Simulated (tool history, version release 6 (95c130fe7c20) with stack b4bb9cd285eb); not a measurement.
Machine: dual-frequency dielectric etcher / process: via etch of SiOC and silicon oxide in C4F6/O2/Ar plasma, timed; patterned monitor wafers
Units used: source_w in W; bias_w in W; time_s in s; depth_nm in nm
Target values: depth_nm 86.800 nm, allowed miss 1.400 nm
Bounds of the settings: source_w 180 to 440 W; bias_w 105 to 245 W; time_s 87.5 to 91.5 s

run 1 day=0.000 | source_w=310 bias_w=175 time_s=87.5 | depth_nm=77.468
run 2 day=0.288 | source_w=310 bias_w=175 time_s=87.5 | depth_nm=78.501
run 3 day=0.458 | source_w=270 bias_w=175 time_s=87.5 | depth_nm=73.958
run 4 day=0.638 | source_w=280 bias_w=176 time_s=87.5 | depth_nm=75.058
run 5 day=0.875 | source_w=250 bias_w=176 time_s=87.5 | depth_nm=72.562
run 6 day=1.054 | source_w=270 bias_w=177 time_s=87.5 | depth_nm=74.403
run 7 day=1.271 | source_w=280 bias_w=178 time_s=87.5 | depth_nm=74.825
run 8 day=1.612 | source_w=290 bias_w=180 time_s=87.5 | depth_nm=76.355
run 9 day=1.742 | source_w=300 bias_w=181 time_s=87.5 | depth_nm=77.608
run 10 day=1.892 | source_w=310 bias_w=182 time_s=87.5 | depth_nm=78.608
run 11 day=2.104 | source_w=310 bias_w=182 time_s=87.5 | depth_nm=78.996
run 12 day=2.442 | source_w=320 bias_w=183 time_s=87.5 | depth_nm=78.951
-- day=2.462 bias power generator calibrated
run 13 day=2.462 | source_w=330 bias_w=184 time_s=87.5 | depth_nm=81.054
run 14 day=2.550 | source_w=340 bias_w=185 time_s=87.5 | depth_nm=83.157

Below are 5 possible settings for the next run. Only one of them brings all results inside the allowed miss of their targets. Which is it?
run A day=2.638 | source_w=300 bias_w=165 time_s=90.0 | depth_nm=?
run B day=2.638 | source_w=320 bias_w=153 time_s=91.5 | depth_nm=?
run C day=2.638 | source_w=310 bias_w=186 time_s=87.5 | depth_nm=?
run D day=2.638 | source_w=340 bias_w=163 time_s=87.5 | depth_nm=?
run E day=2.638 | source_w=340 bias_w=195 time_s=90.0 | depth_nm=?

move=A depth_nm=78.878
move=B depth_nm=80.309
move=C depth_nm=80.313
move=D depth_nm=79.867
move=E depth_nm=86.523
A: misses by more than the last run did
B: misses by more than the last run did
C: misses by more than the last run did
D: misses by more than the last run did
E: hits every target within its allowed miss
The right move is E.

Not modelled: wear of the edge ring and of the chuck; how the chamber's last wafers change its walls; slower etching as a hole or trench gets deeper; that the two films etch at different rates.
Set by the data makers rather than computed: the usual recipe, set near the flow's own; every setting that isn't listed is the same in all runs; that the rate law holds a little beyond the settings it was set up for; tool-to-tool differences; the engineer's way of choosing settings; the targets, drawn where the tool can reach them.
